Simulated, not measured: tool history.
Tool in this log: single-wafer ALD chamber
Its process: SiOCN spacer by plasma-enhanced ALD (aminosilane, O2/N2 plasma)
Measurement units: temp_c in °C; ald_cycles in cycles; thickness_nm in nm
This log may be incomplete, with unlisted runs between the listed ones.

run 1 hour=0.0 | temp_c=395 ald_cycles=46 | thickness_nm=2.5498
run 2 hour=7.8 | temp_c=391 ald_cycles=46 | thickness_nm=2.5333
run 3 hour=10.8 | temp_c=391 ald_cycles=48 | thickness_nm=2.6545
run 4 hour=14.9 | temp_c=391 ald_cycles=52 | thickness_nm=2.8689
run 5 hour=22.8 | temp_c=391 ald_cycles=46 | thickness_nm=2.5223
run 6 hour=28.5 | temp_c=391 ald_cycles=51 | thickness_nm=2.7930

Run 7 has not been measured yet. What should we expect?
run 7 hour=29.0 | temp_c=391 ald_cycles=52 | thickness_nm=?

{"run 7": {"thickness_nm": 2.8553}}
